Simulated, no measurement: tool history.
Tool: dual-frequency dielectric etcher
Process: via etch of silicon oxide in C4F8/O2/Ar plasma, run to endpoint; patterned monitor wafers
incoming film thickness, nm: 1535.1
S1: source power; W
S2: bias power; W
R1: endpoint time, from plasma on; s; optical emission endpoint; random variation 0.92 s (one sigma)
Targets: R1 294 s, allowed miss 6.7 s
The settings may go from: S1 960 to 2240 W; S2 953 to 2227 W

| run | hour | S1 | S2 | R1 |
|---|---|---|---|---|
| 1 | 0 | 1600 | 1590 | 347.14 |
| 2 | 8.9 | 1770 | 1643 | 331.06 |
| 3 | 13.1 | 1770 | 1441 | 340.42 |
| 4 | 18.2 | 1910 | 1517 | 325.67 |
| 5 | 24.2 | 1910 | 1748 | 314.68 |
| 6 | 31.8 | 1980 | 1772 | 308.06 |
| 7 | 37.7 | 2030 | 1788 | 304.2 |
| 8 | 44.8 | 2070 | 1800 | 301.73 |

Which of these 5 next moves meets every target?
| A | 51.9 | 1980 | 1655 | ? |
| B | 51.9 | 1890 | 1804 | ? |
| C | 51.9 | 1950 | 1788 | ? |
| D | 51.9 | 2030 | 1579 | ? |
| E | 51.9 | 2080 | 1935 | ? |

| move | R1 |
|---|---|
| A | 313.96 |
| B | 312.89 |
| C | 309.56 |
| D | 314.5 |
| E | 294.94 |
A: further off than the last run
B: further off than the last run
C: further off than the last run
D: further off than the last run
E: meets every target
The right move is E.
